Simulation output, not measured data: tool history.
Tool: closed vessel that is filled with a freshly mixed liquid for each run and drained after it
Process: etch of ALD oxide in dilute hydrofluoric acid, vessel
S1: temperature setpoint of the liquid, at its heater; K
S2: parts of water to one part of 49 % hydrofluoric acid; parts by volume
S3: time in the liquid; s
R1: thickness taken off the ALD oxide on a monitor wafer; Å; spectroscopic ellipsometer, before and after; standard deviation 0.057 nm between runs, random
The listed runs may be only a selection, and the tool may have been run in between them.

run 1 hour=0 | S1=299.15 S2=170 S3=220 | R1=143.45
run 2 hour=2.9 | S1=296.65 S2=185 S3=220 | R1=117.11
run 3 hour=7.6 | S1=295.15 S2=195 S3=220 | R1=105.85
run 4 hour=15.3 | S1=292.65 S2=195 S3=220 | R1=96.119
run 5 hour=17.9 | S1=295.65 S2=195 S3=220 | R1=107.73
run 6 hour=26.5 | S1=295.65 S2=165 S3=220 | R1=130.18
run 7 hour=34.6 | S1=294.15 S2=180 S3=220 | R1=111.34

For run 8, what comes out?
-- hour=35.8 thermometer replaced
run 8 hour=35.8 | S1=293.15 S2=190 S3=220 | R1=?

R1: 95.739 Å

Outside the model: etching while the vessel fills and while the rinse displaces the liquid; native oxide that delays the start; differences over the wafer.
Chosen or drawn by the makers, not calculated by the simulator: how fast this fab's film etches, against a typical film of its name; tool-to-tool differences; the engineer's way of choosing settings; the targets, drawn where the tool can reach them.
